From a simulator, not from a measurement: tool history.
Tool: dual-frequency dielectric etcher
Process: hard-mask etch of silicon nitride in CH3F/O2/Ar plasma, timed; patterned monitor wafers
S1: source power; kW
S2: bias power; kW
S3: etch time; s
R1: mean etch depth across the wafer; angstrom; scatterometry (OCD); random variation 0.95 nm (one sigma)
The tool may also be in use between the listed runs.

Run 1, hour 0.0: S1 0.480 kW, S2 0.084 kW, S3 254.5 s. Result: R1 2127.4 angstrom.
Run 2, hour 8.4: S1 0.480 kW, S2 0.091 kW, S3 254.5 s. Result: R1 2199.1 angstrom.
Run 3, hour 13.6: S1 0.440 kW, S2 0.089 kW, S3 254.5 s. Result: R1 2061.4 angstrom.
Run 4, hour 14.2: S1 0.440 kW, S2 0.077 kW, S3 254.5 s. Result: R1 1985.2 angstrom.
Run 5, hour 15.2: S1 0.440 kW, S2 0.077 kW, S3 254.5 s. Result: R1 1962.7 angstrom.
Run 6, hour 23.1: S1 0.440 kW, S2 0.077 kW, S3 265.5 s. Result: R1 2049.4 angstrom.
Run 7, hour 30.3: S1 0.340 kW, S2 0.072 kW, S3 265.0 s. Result: R1 1673.1 angstrom.

The next listed run, before its measurement:
Run 8, hour 36.9: S1 0.410 kW, S2 0.073 kW, S3 265.0 s. Result: R1 ?.

Run 8 gave R1 1928.4 angstrom.

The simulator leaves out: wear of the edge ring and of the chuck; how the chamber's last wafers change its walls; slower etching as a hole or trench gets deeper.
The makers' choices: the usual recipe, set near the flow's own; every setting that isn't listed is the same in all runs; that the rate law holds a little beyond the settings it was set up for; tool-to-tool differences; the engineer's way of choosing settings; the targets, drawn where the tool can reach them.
